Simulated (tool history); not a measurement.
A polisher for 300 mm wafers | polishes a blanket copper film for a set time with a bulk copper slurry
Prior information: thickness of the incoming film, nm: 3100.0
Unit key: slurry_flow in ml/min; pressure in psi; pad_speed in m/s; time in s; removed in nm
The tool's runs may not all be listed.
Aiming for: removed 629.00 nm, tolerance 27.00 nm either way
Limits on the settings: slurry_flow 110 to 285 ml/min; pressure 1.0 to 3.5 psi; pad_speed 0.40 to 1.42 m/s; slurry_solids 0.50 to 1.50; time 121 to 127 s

Run 1, hour 0.0: slurry_flow 180 ml/min, pressure 2.2 psi, pad_speed 0.90 m/s, slurry_solids 1.00, time 121 s. Result: removed 816.36 nm.
Run 2, hour 7.0: slurry_flow 180 ml/min, pressure 2.2 psi, pad_speed 0.90 m/s, slurry_solids 1.00, time 127 s. Result: removed 828.19 nm.
Run 3, hour 15.2: slurry_flow 180 ml/min, pressure 2.2 psi, pad_speed 0.90 m/s, slurry_solids 1.00, time 121 s. Result: removed 819.74 nm.
Run 4, hour 17.2: slurry_flow 180 ml/min, pressure 2.1 psi, pad_speed 0.90 m/s, slurry_solids 1.00, time 121 s. Result: removed 787.60 nm.
Run 5, hour 18.4: slurry_flow 180 ml/min, pressure 2.5 psi, pad_speed 0.90 m/s, slurry_solids 1.00, time 121 s. Result: removed 904.20 nm.
Run 6, hour 25.6: slurry_flow 180 ml/min, pressure 2.3 psi, pad_speed 0.90 m/s, slurry_solids 1.00, time 121 s. Result: removed 837.39 nm.
Run 7, hour 31.5: slurry_flow 180 ml/min, pressure 2.1 psi, pad_speed 0.90 m/s, slurry_solids 1.00, time 121 s. Result: removed 786.89 nm.
Run 8, hour 34.6: slurry_flow 180 ml/min, pressure 1.9 psi, pad_speed 0.90 m/s, slurry_solids 1.00, time 121 s. Result: removed 714.21 nm.
Run 9, hour 38.6: slurry_flow 180 ml/min, pressure 1.8 psi, pad_speed 0.90 m/s, slurry_solids 1.00, time 121 s. Result: removed 672.81 nm.

Which of these 4 next moves meets every target?
Run A, hour 42.6: slurry_flow 215 ml/min, pressure 1.5 psi, pad_speed 0.94 m/s, slurry_solids 0.90, time 127 s. Result: removed ?.
Run B, hour 42.6: slurry_flow 175 ml/min, pressure 1.7 psi, pad_speed 0.98 m/s, slurry_solids 1.00, time 124 s. Result: removed ?.
Run C, hour 42.6: slurry_flow 245 ml/min, pressure 1.0 psi, pad_speed 1.22 m/s, slurry_solids 1.05, time 121 s. Result: removed ?.
Run D, hour 42.6: slurry_flow 165 ml/min, pressure 1.7 psi, pad_speed 0.90 m/s, slurry_solids 0.75, time 121 s. Result: removed ?.

move  removed
   A   627.76
   B   706.17
   C   568.37
   D   589.48
A: every result lands within tolerance
B: moves away from the targets compared with the last run
C: pushes the last run's worst result past its target
D: pushes the last run's worst result past its target
The right move is A.
